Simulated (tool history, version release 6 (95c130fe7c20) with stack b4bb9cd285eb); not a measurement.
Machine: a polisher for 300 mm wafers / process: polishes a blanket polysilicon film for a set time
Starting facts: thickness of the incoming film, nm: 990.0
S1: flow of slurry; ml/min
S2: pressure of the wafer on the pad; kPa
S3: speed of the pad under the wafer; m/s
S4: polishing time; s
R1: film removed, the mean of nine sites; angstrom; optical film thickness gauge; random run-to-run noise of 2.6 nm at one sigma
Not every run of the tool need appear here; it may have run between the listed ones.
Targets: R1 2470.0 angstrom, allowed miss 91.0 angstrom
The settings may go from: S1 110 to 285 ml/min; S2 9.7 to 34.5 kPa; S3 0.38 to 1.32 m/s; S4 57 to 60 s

run 1 day=0.000 | S1=180 S2=22.1 S3=0.84 S4=57 | R1=3883.5
run 2 day=0.079 | S1=180 S2=22.1 S3=0.70 S4=57 | R1=3279.5
run 3 day=0.183 | S1=180 S2=20.7 S3=0.70 S4=57 | R1=3148.4
run 4 day=0.471 | S1=180 S2=19.3 S3=0.70 S4=57 | R1=2898.7
run 5 day=0.538 | S1=180 S2=18.6 S3=0.70 S4=57 | R1=2792.7
run 6 day=0.862 | S1=180 S2=18.6 S3=0.48 S4=57 | R1=1947.8
run 7 day=1.017 | S1=185 S2=20.0 S3=0.48 S4=57 | R1=2071.1
run 8 day=1.196 | S1=185 S2=20.7 S3=0.48 S4=57 | R1=2196.5
run 9 day=1.438 | S1=185 S2=21.4 S3=0.48 S4=57 | R1=2252.2

Which single option among these 4 for the next run brings every result within its allowed miss of target? Just one does.
run A day=1.679 | S1=180 S2=20.7 S3=0.62 S4=57 | R1=?
run B day=1.679 | S1=180 S2=18.6 S3=0.58 S4=60 | R1=?
run C day=1.679 | S1=195 S2=25.5 S3=0.40 S4=57 | R1=?
run D day=1.679 | S1=190 S2=21.4 S3=0.42 S4=58 | R1=?

move=A R1=2786.9
move=B R1=2485.5
move=C R1=2273.9
move=D R1=2033.8
A: the result that was furthest off in the last run now lies on the other side of its target
B: all results in spec
C: moves toward the targets from the last run without getting all of them in spec
D: moves away from the targets compared with the last run
Go with B: it meets all targets.
